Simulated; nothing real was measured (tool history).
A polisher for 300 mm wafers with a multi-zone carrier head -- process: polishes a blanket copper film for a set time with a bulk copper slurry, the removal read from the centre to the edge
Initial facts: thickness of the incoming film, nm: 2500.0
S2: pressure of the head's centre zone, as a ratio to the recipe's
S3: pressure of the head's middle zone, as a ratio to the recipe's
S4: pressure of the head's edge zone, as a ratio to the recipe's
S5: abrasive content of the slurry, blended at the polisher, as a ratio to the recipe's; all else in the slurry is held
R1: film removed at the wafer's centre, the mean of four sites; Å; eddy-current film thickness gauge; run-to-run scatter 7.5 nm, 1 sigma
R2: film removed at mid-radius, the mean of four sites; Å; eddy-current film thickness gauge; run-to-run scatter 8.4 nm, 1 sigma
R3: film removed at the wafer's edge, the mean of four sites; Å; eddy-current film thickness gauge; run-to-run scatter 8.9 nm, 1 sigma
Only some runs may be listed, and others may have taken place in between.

{"run": 1, "day": 0.0, "flow of slurry (ml/min)": 225, "S2": 1, "S3": 1, "S4": 1, "S5": 1, "polishing time (s)": 72, "R1": 7940.2, "R2": 7920.8, "R3": 7941}
{"run": 2, "day": 0.083, "flow of slurry (ml/min)": 225, "S2": 1, "S3": 1.04, "S4": 1, "S5": 1, "polishing time (s)": 72, "R1": 7778, "R2": 8369.8, "R3": 8099.5}
{"run": 3, "day": 0.362, "flow of slurry (ml/min)": 215, "S2": 0.99, "S3": 1, "S4": 1.02, "S5": 0.95, "polishing time (s)": 72, "R1": 7662, "R2": 7836, "R3": 7895.7}
{"run": 4, "day": 0.538, "flow of slurry (ml/min)": 265, "S2": 0.99, "S3": 1, "S4": 1.02, "S5": 0.95, "polishing time (s)": 72, "R1": 7990.2, "R2": 8099.7, "R3": 8221.9}
{"run": 5, "day": 0.738, "flow of slurry (ml/min)": 265, "S2": 1.03, "S3": 1, "S4": 1.02, "S5": 0.95, "polishing time (s)": 72, "R1": 8308.9, "R2": 8002.7, "R3": 7835.6}
{"run": 6, "day": 0.925, "flow of slurry (ml/min)": 265, "S2": 1.03, "S3": 0.92, "S4": 1.02, "S5": 0.95, "polishing time (s)": 72, "R1": 8292.3, "R2": 7534.5, "R3": 7825.6}
{"run": 7, "day": 0.983, "flow of slurry (ml/min)": 250, "S2": 1.01, "S3": 0.89, "S4": 1.02, "S5": 0.95, "polishing time (s)": 72, "R1": 8200.9, "R2": 7112.6, "R3": 7896.3}

Predict the results of run 8:
{"run": 8, "day": 1.121, "flow of slurry (ml/min)": 220, "S2": 0.93, "S3": 0.88, "S4": 0.98, "S5": 0.8, "polishing time (s)": 71, "R1": "?", "R2": "?", "R3": "?"}

{"run 8": {"R1": 6906.3, "R2": 6870.5, "R3": 7370.1}}

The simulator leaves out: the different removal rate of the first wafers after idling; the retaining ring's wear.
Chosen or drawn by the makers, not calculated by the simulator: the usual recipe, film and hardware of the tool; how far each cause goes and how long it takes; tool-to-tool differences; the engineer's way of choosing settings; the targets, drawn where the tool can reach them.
